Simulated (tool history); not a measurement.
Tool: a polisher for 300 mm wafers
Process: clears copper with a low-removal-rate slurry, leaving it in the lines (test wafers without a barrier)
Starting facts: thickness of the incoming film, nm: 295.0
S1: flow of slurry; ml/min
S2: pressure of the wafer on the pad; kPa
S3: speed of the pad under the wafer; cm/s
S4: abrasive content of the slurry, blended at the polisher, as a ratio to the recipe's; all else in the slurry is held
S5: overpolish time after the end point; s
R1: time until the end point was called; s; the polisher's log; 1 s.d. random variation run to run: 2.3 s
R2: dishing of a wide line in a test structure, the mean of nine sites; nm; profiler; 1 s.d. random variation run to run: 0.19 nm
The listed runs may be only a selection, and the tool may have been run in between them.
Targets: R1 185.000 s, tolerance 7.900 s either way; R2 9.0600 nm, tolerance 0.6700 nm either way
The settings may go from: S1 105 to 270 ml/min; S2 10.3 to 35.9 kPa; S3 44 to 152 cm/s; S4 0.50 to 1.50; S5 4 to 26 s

run	hour	S1	S2	S3	S4	S5	R1	R2
1	0.0	175	22.8	98	1.00	13	94.130	15.4390
2	4.9	175	22.8	98	1.10	13	91.902	15.4950
3	11.9	175	20.7	96	1.10	12	101.130	14.8760
4	16.7	145	20.7	96	1.10	12	103.810	14.9450
5	21.6	165	19.3	92	1.05	11	110.480	13.8100
6	29.8	165	17.9	88	1.05	10	119.440	12.9020
7	33.9	165	16.5	86	1.05	9	125.520	11.6660
8	41.4	165	15.9	84	1.05	9	130.760	11.3760
9	46.1	165	15.2	82	1.05	9	135.560	11.6070
10	49.6	145	10.3	72	0.95	4	188.570	4.6548

4 candidate next runs follow, results not yet known. Just one meets every target within its allowed miss. Identify it.
A	53.1	175	11.0	64	1.05	11	?	?
B	53.1	145	10.3	66	0.90	10	?	?
C	53.1	170	11.7	64	1.00	9	?	?
D	53.1	175	10.3	64	0.95	13	?	?

move	R1	R2
A	185.590	10.1330
B	198.680	9.0846
C	182.100	8.9836
D	194.610	10.9040
A: carries the result that was furthest off beyond its target, to the other side
B: puts the biggest miss on target and leaves a different result outside tolerance
C: each result inside its tolerance
D: carries the result that was furthest off beyond its target, to the other side
So the answer is move C, the one that meets all the targets.
